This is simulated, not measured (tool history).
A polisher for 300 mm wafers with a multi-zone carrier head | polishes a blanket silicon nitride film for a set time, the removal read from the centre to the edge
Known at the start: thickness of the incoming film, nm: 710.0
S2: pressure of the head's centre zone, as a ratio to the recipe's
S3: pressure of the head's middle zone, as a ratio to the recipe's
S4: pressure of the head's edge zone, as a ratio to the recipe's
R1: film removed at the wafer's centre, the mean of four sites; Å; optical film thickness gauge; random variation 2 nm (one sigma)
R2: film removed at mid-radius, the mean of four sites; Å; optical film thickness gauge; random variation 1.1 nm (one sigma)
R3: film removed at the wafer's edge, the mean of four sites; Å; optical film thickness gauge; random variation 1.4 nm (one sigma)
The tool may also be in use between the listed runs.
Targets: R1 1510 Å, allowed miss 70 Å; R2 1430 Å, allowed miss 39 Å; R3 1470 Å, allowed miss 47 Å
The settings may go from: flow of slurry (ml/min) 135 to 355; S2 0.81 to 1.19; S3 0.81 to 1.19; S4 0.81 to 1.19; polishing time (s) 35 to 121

{"run": 1, "hour": 0.0, "flow of slurry (ml/min)": 225, "S2": 1, "S3": 1, "S4": 1, "polishing time (s)": 78, "R1": 1177.7, "R2": 1164, "R3": 1214.3}
{"run": 2, "hour": 2.9, "flow of slurry (ml/min)": 225, "S2": 1, "S3": 1.04, "S4": 1, "polishing time (s)": 78, "R1": 1202.4, "R2": 1223.9, "R3": 1217.5}
{"run": 3, "hour": 10.3, "flow of slurry (ml/min)": 235, "S2": 1.03, "S3": 1.05, "S4": 1.04, "polishing time (s)": 80, "R1": 1258.4, "R2": 1259.2, "R3": 1295.3}
{"run": 4, "hour": 18.4, "flow of slurry (ml/min)": 250, "S2": 1.06, "S3": 1.07, "S4": 1.06, "polishing time (s)": 81, "R1": 1332.8, "R2": 1309.4, "R3": 1328.6}
{"run": 5, "hour": 19.2, "flow of slurry (ml/min)": 250, "S2": 1.06, "S3": 1.07, "S4": 1.06, "polishing time (s)": 96, "R1": 1555.5, "R2": 1539.2, "R3": 1558.2}
{"run": 6, "hour": 26.3, "flow of slurry (ml/min)": 250, "S2": 1.1, "S3": 1.07, "S4": 1.06, "polishing time (s)": 96, "R1": 1650.3, "R2": 1554.7, "R3": 1558.4}
{"run": 7, "hour": 27.8, "flow of slurry (ml/min)": 240, "S2": 1.09, "S3": 1.06, "S4": 1.05, "polishing time (s)": 96, "R1": 1582.2, "R2": 1547.5, "R3": 1523.4}
{"run": 8, "hour": 29.4, "flow of slurry (ml/min)": 235, "S2": 1.09, "S3": 1.04, "S4": 1.05, "polishing time (s)": 96, "R1": 1566.8, "R2": 1509.3, "R3": 1556.6}
{"run": 9, "hour": 37.0, "flow of slurry (ml/min)": 235, "S2": 1.09, "S3": 1.04, "S4": 1.05, "polishing time (s)": 96, "R1": 1557.9, "R2": 1494.3, "R3": 1525.1}
{"run": 10, "hour": 41.9, "flow of slurry (ml/min)": 230, "S2": 1.09, "S3": 1.03, "S4": 1.04, "polishing time (s)": 96, "R1": 1585.2, "R2": 1464.7, "R3": 1564.5}

4 next moves are on the table. One of them brings every result within its allowed miss. Which?
{"run": "A", "hour": 46.8, "flow of slurry (ml/min)": 235, "S2": 1.09, "S3": 1.1, "S4": 1.06, "polishing time (s)": 92, "R1": "?", "R2": "?", "R3": "?"}
{"run": "B", "hour": 46.8, "flow of slurry (ml/min)": 260, "S2": 1.19, "S3": 1.06, "S4": 0.93, "polishing time (s)": 89, "R1": "?", "R2": "?", "R3": "?"}
{"run": "C", "hour": 46.8, "flow of slurry (ml/min)": 300, "S2": 1.18, "S3": 1.14, "S4": 0.9, "polishing time (s)": 88, "R1": "?", "R2": "?", "R3": "?"}
{"run": "D", "hour": 46.8, "flow of slurry (ml/min)": 220, "S2": 1.06, "S3": 1.01, "S4": 0.99, "polishing time (s)": 95, "R1": "?", "R2": "?", "R3": "?"}

move=A R1=1477.8 R2=1513.2 R3=1496.2
move=B R1=1583.9 R2=1436.1 R3=1372.8
move=C R1=1582.6 R2=1536.5 R3=1352.1
move=D R1=1468 R2=1440.5 R3=1486.3
A: brings the result that was furthest off to its target, and leaves another outside
B: takes the result that was furthest off past its target
C: takes the result that was furthest off past its target
D: meets every target
Move D is the one to make.
